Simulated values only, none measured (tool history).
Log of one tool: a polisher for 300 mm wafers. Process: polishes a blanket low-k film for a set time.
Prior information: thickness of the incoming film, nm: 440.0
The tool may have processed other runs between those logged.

run    day  flow of slurry (ml/min)  pressure of the wafer on the pad (kPa)  speed of the pad under the wafer (m/s)  abrasive content of the slurry  polishing time (s)  film removed (angstrom)
  1      0                      250                                    10.3                                     0.9                               1                  80                   193.67
  2  0.133                      250                                    10.3                                     0.9                             0.8                  80                   174.32
  3    0.5                      305                                    10.3                                     0.9                             0.8                  80                    174.3
  4  0.696                      305                                       9                                     0.9                             0.8                  80                   161.63
  5  0.804                      305                                     8.3                                    0.88                             0.8                  80                   150.41
  6  1.067                      305                                     8.3                                    0.88                            0.95                  80                   165.49
  7  1.325                      305                                     7.6                                    0.84                            0.95                  80                   150.46
  8   1.65                      305                                     6.9                                    0.82                            0.95                  80                   144.89
  9  1.929                      300                                     4.8                                    0.64                            0.95                  80                   99.142
 10    2.3                      305                                     4.8                                    0.64                            0.95                  80                   100.12

Run 11 is up next; what results do you expect?
 11  2.475                      310                                     4.8                                    0.64                            0.95                  80                        ?

Run 11 measured film removed (angstrom) 99.246.

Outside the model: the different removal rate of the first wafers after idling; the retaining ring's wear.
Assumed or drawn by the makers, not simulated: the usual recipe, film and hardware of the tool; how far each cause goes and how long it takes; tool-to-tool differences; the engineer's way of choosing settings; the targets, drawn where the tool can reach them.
